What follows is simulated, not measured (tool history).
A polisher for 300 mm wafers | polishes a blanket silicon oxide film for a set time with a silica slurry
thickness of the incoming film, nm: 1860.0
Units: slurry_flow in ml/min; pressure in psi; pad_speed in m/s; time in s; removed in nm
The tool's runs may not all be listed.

| run | hour | slurry_flow | pressure | pad_speed | slurry_solids | time | removed |
|---|---|---|---|---|---|---|---|
| 1 | 0.0 | 130 | 4.0 | 1.50 | 1.00 | 31 | 128.990 |
| 2 | 4.0 | 130 | 4.0 | 1.50 | 0.85 | 31 | 113.450 |
| 3 | 11.9 | 130 | 4.0 | 1.86 | 0.85 | 31 | 136.230 |
| 4 | 12.7 | 120 | 3.2 | 1.60 | 0.85 | 31 | 95.285 |
| 5 | 17.8 | 110 | 2.7 | 1.46 | 0.85 | 31 | 73.233 |
| 6 | 18.9 | 100 | 2.4 | 1.42 | 0.85 | 31 | 62.637 |
| 7 | 20.6 | 95 | 2.2 | 1.42 | 0.85 | 31 | 57.272 |
| 8 | 26.1 | 90 | 2.1 | 1.42 | 0.85 | 31 | 53.975 |
| 9 | 28.5 | 80 | 1.9 | 1.42 | 0.85 | 31 | 46.985 |
| 10 | 35.3 | 85 | 1.9 | 1.42 | 0.85 | 31 | 48.782 |

Run 11 comes next. What will it give?
| 11 | 40.8 | 90 | 1.9 | 1.42 | 0.85 | 31 | ? |

Run 11 gave removed 49.024 nm.
